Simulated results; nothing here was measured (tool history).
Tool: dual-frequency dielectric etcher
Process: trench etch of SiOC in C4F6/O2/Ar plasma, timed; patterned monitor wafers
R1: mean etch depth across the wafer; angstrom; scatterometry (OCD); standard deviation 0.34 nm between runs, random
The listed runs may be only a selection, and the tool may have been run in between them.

{"run": 1, "hour": 0.0, "source power (kW)": 0.39, "bias power (kW)": 0.158, "etch time (s)": 20.5, "R1": 433.87}
{"run": 2, "hour": 0.7, "source power (kW)": 0.39, "bias power (kW)": 0.131, "etch time (s)": 20.5, "R1": 397.79}
{"run": 3, "hour": 3.8, "source power (kW)": 0.42, "bias power (kW)": 0.137, "etch time (s)": 20.5, "R1": 410.49}
{"run": 4, "hour": 12.8, "source power (kW)": 0.43, "bias power (kW)": 0.147, "etch time (s)": 20.5, "R1": 436.78}
{"run": 5, "hour": 13.6, "source power (kW)": 0.5, "bias power (kW)": 0.147, "etch time (s)": 20.5, "R1": 461.79}
{"run": 6, "hour": 14.3, "source power (kW)": 0.5, "bias power (kW)": 0.123, "etch time (s)": 20.5, "R1": 427.43}
{"run": 7, "hour": 20.2, "source power (kW)": 0.51, "bias power (kW)": 0.13, "etch time (s)": 20.5, "R1": 439.72}

Run 8, settings as shown, results not yet in. Your forecast:
{"run": 8, "hour": 22.5, "source power (kW)": 0.55, "bias power (kW)": 0.161, "etch time (s)": 21.0, "R1": "?"}

Run 8 produced R1 517.38 angstrom.

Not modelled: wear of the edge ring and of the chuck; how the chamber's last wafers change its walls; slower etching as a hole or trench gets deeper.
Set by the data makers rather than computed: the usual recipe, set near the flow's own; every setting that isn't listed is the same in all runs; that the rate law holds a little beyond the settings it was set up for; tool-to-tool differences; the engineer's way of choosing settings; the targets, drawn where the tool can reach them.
